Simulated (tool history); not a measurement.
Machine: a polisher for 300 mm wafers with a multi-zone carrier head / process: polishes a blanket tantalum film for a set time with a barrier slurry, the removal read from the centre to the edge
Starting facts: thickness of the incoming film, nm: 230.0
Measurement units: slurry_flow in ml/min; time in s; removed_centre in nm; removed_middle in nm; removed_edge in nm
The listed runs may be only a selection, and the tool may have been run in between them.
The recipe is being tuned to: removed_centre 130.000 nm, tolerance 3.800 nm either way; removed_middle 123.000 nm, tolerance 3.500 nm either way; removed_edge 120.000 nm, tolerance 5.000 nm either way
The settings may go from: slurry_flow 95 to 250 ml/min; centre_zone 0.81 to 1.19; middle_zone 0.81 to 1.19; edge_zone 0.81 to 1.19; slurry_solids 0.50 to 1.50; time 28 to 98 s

run 1 hour=0.0 | slurry_flow=160 centre_zone=1.00 middle_zone=1.00 edge_zone=1.00 slurry_solids=1.00 time=63 | removed_centre=95.673 removed_middle=96.108 removed_edge=97.039
run 2 hour=2.0 | slurry_flow=160 centre_zone=1.00 middle_zone=1.00 edge_zone=1.00 slurry_solids=1.20 time=63 | removed_centre=97.425 removed_middle=99.145 removed_edge=104.070
run 3 hour=5.7 | slurry_flow=170 centre_zone=1.02 middle_zone=1.02 edge_zone=1.01 slurry_solids=1.25 time=63 | removed_centre=102.720 removed_middle=104.700 removed_edge=102.710
run 4 hour=11.9 | slurry_flow=175 centre_zone=1.03 middle_zone=1.02 edge_zone=1.02 slurry_solids=1.30 time=64 | removed_centre=107.660 removed_middle=105.150 removed_edge=107.730
run 5 hour=16.3 | slurry_flow=175 centre_zone=1.03 middle_zone=1.02 edge_zone=0.98 slurry_solids=1.30 time=64 | removed_centre=106.680 removed_middle=107.330 removed_edge=102.130
run 6 hour=21.7 | slurry_flow=175 centre_zone=1.03 middle_zone=1.02 edge_zone=0.98 slurry_solids=1.10 time=64 | removed_centre=102.380 removed_middle=102.440 removed_edge=100.310
run 7 hour=30.7 | slurry_flow=180 centre_zone=1.04 middle_zone=1.03 edge_zone=1.00 slurry_solids=1.15 time=64 | removed_centre=104.980 removed_middle=105.150 removed_edge=101.710
run 8 hour=33.3 | slurry_flow=185 centre_zone=1.05 middle_zone=1.04 edge_zone=1.02 slurry_solids=1.20 time=64 | removed_centre=106.650 removed_middle=107.510 removed_edge=106.650
run 9 hour=38.8 | slurry_flow=190 centre_zone=1.07 middle_zone=1.05 edge_zone=1.03 slurry_solids=1.25 time=64 | removed_centre=110.780 removed_middle=107.860 removed_edge=108.540
run 10 hour=47.5 | slurry_flow=230 centre_zone=1.13 middle_zone=1.15 edge_zone=1.07 slurry_solids=1.50 time=65 | removed_centre=127.390 removed_middle=128.730 removed_edge=115.870
run 11 hour=56.2 | slurry_flow=230 centre_zone=1.13 middle_zone=1.14 edge_zone=1.08 slurry_solids=1.50 time=65 | removed_centre=127.800 removed_middle=124.910 removed_edge=118.470

Which one of the following 4 next-run settings gets every result inside its allowed miss? There is exactly one.
run A hour=64.9 | slurry_flow=245 centre_zone=1.18 middle_zone=1.06 edge_zone=1.10 slurry_solids=1.40 time=67 | removed_centre=? removed_middle=? removed_edge=?
run B hour=64.9 | slurry_flow=250 centre_zone=1.05 middle_zone=1.13 edge_zone=1.01 slurry_solids=1.50 time=66 | removed_centre=? removed_middle=? removed_edge=?
run C hour=64.9 | slurry_flow=235 centre_zone=1.14 middle_zone=1.10 edge_zone=1.09 slurry_solids=1.50 time=65 | removed_centre=? removed_middle=? removed_edge=?
run D hour=64.9 | slurry_flow=205 centre_zone=1.07 middle_zone=1.14 edge_zone=1.18 slurry_solids=1.50 time=67 | removed_centre=? removed_middle=? removed_edge=?

move=A removed_centre=134.730 removed_middle=121.580 removed_edge=120.650
move=B removed_centre=120.040 removed_middle=128.710 removed_edge=115.650
move=C removed_centre=127.530 removed_middle=123.040 removed_edge=117.780
move=D removed_centre=121.460 removed_middle=128.980 removed_edge=125.080
A: takes the biggest miss from the last run beyond its target
B: the biggest miss grows against the last run
C: all results land within tolerance of their targets
D: the biggest miss grows against the last run
The move that meets every target is C.

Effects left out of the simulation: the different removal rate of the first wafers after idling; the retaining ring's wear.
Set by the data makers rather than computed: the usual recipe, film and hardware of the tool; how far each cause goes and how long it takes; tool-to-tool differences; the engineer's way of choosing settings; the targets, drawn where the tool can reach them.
